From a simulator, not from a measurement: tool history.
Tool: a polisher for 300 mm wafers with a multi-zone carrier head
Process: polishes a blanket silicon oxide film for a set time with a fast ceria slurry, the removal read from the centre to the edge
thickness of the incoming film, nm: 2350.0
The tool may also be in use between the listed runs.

run,hour,flow of slurry (ml/min),pressure of the head's centre zone,pressure of the head's middle zone,pressure of the head's edge zone,polishing time (s),film removed at the wafer's centre (nm),film removed at mid-radius (nm),film removed at the wafer's edge (nm)
1,0.0,310,1.00,1.00,1.00,72,545.63,568.61,573.63
2,8.1,315,1.01,1.01,0.96,67,517.31,530.15,515.09
3,9.6,315,1.01,1.01,0.96,58,449.37,456.28,452.67
4,12.9,390,1.01,1.01,0.96,58,452.28,464.02,460.20
5,15.7,390,1.09,1.01,0.96,58,473.33,458.15,453.04
6,17.5,390,1.09,1.08,0.96,58,471.16,490.13,451.76
7,21.9,390,1.08,1.07,0.94,56,456.61,471.56,441.50
8,22.8,385,1.08,1.07,0.92,54,451.08,450.41,418.27
9,29.6,385,1.06,1.07,0.91,53,425.76,441.52,408.47
10,37.0,385,1.06,1.07,0.91,53,430.75,445.65,404.11
11,45.3,385,1.05,1.06,0.90,53,424.97,436.10,404.96

The next listed run, before its measurement:
12,53.1,385,1.04,1.06,0.89,53,?,?,?

film removed at the wafer's centre (nm): 419.75
film removed at mid-radius (nm): 438.07
film removed at the wafer's edge (nm): 408.57

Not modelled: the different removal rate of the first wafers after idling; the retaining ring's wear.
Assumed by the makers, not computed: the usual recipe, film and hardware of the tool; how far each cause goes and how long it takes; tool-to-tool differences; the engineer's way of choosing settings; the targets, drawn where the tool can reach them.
